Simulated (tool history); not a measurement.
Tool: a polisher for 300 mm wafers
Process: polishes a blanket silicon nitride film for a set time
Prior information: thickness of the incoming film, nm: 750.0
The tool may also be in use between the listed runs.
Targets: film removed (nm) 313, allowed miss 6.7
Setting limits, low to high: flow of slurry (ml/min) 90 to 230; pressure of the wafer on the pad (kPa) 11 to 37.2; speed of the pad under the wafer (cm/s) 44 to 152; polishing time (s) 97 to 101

run	hour	flow of slurry (ml/min)	pressure of the wafer on the pad (kPa)	speed of the pad under the wafer (cm/s)	polishing time (s)	film removed (nm)
1	0	150	24.1	98	97	176
2	3.4	155	25.5	98	97	189.68
3	7.6	155	20	98	97	148.06
4	8.9	155	22.8	98	97	168.77
5	9.6	155	17.9	98	97	131.36
6	11.9	185	17.9	98	97	138.09
7	18.6	190	20	98	97	154.66
8	21.4	195	21.4	98	97	164.58
9	25.1	215	28.3	100	97	220.33
10	33.4	215	29.6	100	97	234.61
11	39.1	215	30.3	100	97	237.61
12	45.6	215	31	100	97	241.76
13	49.9	215	31.7	100	97	246.8
14	58.8	225	37.2	100	97	291.82
15	61.5	225	37.2	104	97	302.05

5 candidate next runs follow, results not yet known. Just one meets every target within its allowed miss. Identify it.
A	64.2	230	31.7	110	101	?
B	64.2	230	33.1	112	97	?
C	64.2	230	36.5	116	100	?
D	64.2	205	37.2	112	97	?
E	64.2	230	37.2	108	101	?

move	film removed (nm)
A	279.89
B	284.3
C	332.14
D	314.45
E	322.68
A: its largest miss is bigger than the last run's
B: its largest miss is bigger than the last run's
C: the result that was furthest off in the last run now lies on the other side of its target
D: all results in spec
E: the result that was furthest off in the last run now lies on the other side of its target
Go with D: it meets all targets.
